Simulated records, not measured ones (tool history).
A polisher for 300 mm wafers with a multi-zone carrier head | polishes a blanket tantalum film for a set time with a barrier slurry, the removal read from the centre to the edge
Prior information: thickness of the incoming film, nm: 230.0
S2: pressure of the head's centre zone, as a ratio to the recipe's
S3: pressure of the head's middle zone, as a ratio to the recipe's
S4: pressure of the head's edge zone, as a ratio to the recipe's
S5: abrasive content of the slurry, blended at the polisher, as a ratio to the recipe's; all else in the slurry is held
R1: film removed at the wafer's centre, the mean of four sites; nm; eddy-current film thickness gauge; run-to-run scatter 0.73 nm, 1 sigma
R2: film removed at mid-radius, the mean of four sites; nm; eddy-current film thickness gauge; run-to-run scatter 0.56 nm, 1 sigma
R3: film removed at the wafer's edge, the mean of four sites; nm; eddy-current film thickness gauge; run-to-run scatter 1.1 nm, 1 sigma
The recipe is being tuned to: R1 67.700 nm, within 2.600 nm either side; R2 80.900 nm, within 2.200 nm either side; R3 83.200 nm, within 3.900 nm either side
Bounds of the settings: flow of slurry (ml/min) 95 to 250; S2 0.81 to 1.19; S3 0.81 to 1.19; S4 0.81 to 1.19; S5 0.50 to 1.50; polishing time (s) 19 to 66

Run 1, hour 0.0: flow of slurry (ml/min) 160, S2 1.00, S3 1.00, S4 1.00, S5 1.00, polishing time (s) 42. Result: R1 66.295 nm, R2 68.115 nm, R3 66.724 nm.
Run 2, hour 8.1: flow of slurry (ml/min) 165, S2 0.99, S3 1.00, S4 1.02, S5 1.05, polishing time (s) 42. Result: R1 67.323 nm, R2 69.229 nm, R3 70.795 nm.
Run 3, hour 15.6: flow of slurry (ml/min) 165, S2 0.99, S3 0.93, S4 1.02, S5 1.05, polishing time (s) 42. Result: R1 67.413 nm, R2 66.977 nm, R3 68.639 nm.
Run 4, hour 17.7: flow of slurry (ml/min) 170, S2 0.98, S3 0.95, S4 1.03, S5 1.05, polishing time (s) 42. Result: R1 67.664 nm, R2 67.006 nm, R3 68.807 nm.
Run 5, hour 20.6: flow of slurry (ml/min) 170, S2 0.98, S3 0.99, S4 1.03, S5 1.05, polishing time (s) 42. Result: R1 67.494 nm, R2 69.023 nm, R3 69.003 nm.
Run 6, hour 21.8: flow of slurry (ml/min) 165, S2 0.97, S3 1.01, S4 1.04, S5 1.10, polishing time (s) 42. Result: R1 67.160 nm, R2 70.216 nm, R3 69.612 nm.
Run 7, hour 26.7: flow of slurry (ml/min) 165, S2 0.95, S3 1.01, S4 1.06, S5 1.15, polishing time (s) 42. Result: R1 66.939 nm, R2 72.142 nm, R3 71.008 nm.
Run 8, hour 31.7: flow of slurry (ml/min) 165, S2 0.94, S3 1.00, S4 1.07, S5 1.20, polishing time (s) 42. Result: R1 66.242 nm, R2 71.051 nm, R3 74.814 nm.
Run 9, hour 32.5: flow of slurry (ml/min) 170, S2 0.93, S3 1.01, S4 1.07, S5 1.20, polishing time (s) 42. Result: R1 66.602 nm, R2 72.058 nm, R3 73.620 nm.
Run 10, hour 36.0: flow of slurry (ml/min) 170, S2 0.92, S3 1.02, S4 1.08, S5 1.25, polishing time (s) 42. Result: R1 67.427 nm, R2 73.051 nm, R3 75.695 nm.
Run 11, hour 41.8: flow of slurry (ml/min) 170, S2 0.91, S3 1.03, S4 1.09, S5 1.25, polishing time (s) 42. Result: R1 66.287 nm, R2 73.053 nm, R3 75.301 nm.
Run 12, hour 48.0: flow of slurry (ml/min) 170, S2 0.90, S3 1.04, S4 1.10, S5 1.25, polishing time (s) 42. Result: R1 63.291 nm, R2 73.925 nm, R3 73.912 nm.
Run 13, hour 51.7: flow of slurry (ml/min) 215, S2 0.89, S3 1.02, S4 1.19, S5 1.45, polishing time (s) 42. Result: R1 68.386 nm, R2 78.188 nm, R3 82.925 nm.

Of the 4 settings listed for the next run, only one would bring every result within its allowed miss of target. Which one?
Run A, hour 55.4: flow of slurry (ml/min) 250, S2 0.86, S3 1.14, S4 1.11, S5 1.30, polishing time (s) 38. Result: R1 ?, R2 ?, R3 ?.
Run B, hour 55.4: flow of slurry (ml/min) 210, S2 0.81, S3 1.05, S4 1.16, S5 1.35, polishing time (s) 43. Result: R1 ?, R2 ?, R3 ?.
Run C, hour 55.4: flow of slurry (ml/min) 200, S2 0.87, S3 1.08, S4 1.17, S5 1.50, polishing time (s) 42. Result: R1 ?, R2 ?, R3 ?.
Run D, hour 55.4: flow of slurry (ml/min) 205, S2 0.85, S3 1.03, S4 1.19, S5 1.45, polishing time (s) 41. Result: R1 ?, R2 ?, R3 ?.

move      R1      R2      R3
   A  60.053  75.062  72.200
   B  62.863  80.315  82.884
   C  66.965  80.759  82.709
   D  63.655  76.753  81.141
A: further off than the last run
B: the furthest-off result lands on target, but another misses its tolerance
C: meets every target
D: further off than the last run
Go with C: it meets all targets.
